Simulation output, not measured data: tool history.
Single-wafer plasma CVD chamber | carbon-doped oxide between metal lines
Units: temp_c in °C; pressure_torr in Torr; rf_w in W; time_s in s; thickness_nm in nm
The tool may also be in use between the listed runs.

Run 1, hour 0: temp_c 335 °C, pressure_torr 3.88 Torr, rf_w 415 W, time_s 10.4 s. Result: thickness_nm 44.941 nm.
Run 2, hour 1.5: temp_c 335 °C, pressure_torr 3.41 Torr, rf_w 415 W, time_s 10.4 s. Result: thickness_nm 44.327 nm.
Run 3, hour 2: temp_c 337 °C, pressure_torr 3.3 Torr, rf_w 405 W, time_s 10.4 s. Result: thickness_nm 43.094 nm.
Run 4, hour 4: temp_c 337 °C, pressure_torr 3.3 Torr, rf_w 365 W, time_s 10.4 s. Result: thickness_nm 39.896 nm.
Run 5, hour 11.5: temp_c 339 °C, pressure_torr 3.24 Torr, rf_w 365 W, time_s 10.4 s. Result: thickness_nm 39.668 nm.
Run 6, hour 19.4: temp_c 341 °C, pressure_torr 3.18 Torr, rf_w 365 W, time_s 10.4 s. Result: thickness_nm 39.399 nm.
Run 7, hour 21.3: temp_c 342 °C, pressure_torr 3.12 Torr, rf_w 365 W, time_s 10.4 s. Result: thickness_nm 38.983 nm.

Run 8 comes next. What will it give?
Run 8, hour 24.4: temp_c 343 °C, pressure_torr 3.09 Torr, rf_w 365 W, time_s 10.4 s. Result: thickness_nm ?.

Run 8 gave thickness_nm 39.124 nm.
